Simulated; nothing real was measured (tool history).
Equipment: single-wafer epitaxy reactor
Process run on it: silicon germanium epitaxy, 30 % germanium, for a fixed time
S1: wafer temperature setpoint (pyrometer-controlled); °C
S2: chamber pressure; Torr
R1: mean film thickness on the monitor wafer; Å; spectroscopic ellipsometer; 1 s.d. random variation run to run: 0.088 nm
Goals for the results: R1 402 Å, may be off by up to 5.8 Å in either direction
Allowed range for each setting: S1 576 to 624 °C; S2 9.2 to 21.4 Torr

run	day	S1	S2	R1
1	0	600	15.3	539.93
2	0.338	595	15.3	486.77
3	0.662	592	15.3	458.18
4	0.942	598	15.3	518.93
5	1.033	598	13.8	496.73
6	1.183	595	13.8	466.9
7	1.3	593	13.8	447.61
8	1.408	591	13.8	428.96
9	1.65	590	13.8	419.96
10	1.921	589	13.8	411.62
11	2.129	587	13.8	393.17

Which single option among these 4 for the next run brings every result within its allowed miss of target? Just one does.
A	2.338	586	14.3	?
B	2.338	588	13.9	?
C	2.338	589	12.3	?
D	2.338	587	13.5	?

move	R1
A	391.13
B	403.77
C	392.92
D	390.6
A: lands further from the targets than the last run did
B: hits every target within its allowed miss
C: neither nearer nor further off than the last run
D: lands further from the targets than the last run did
The right move is B.
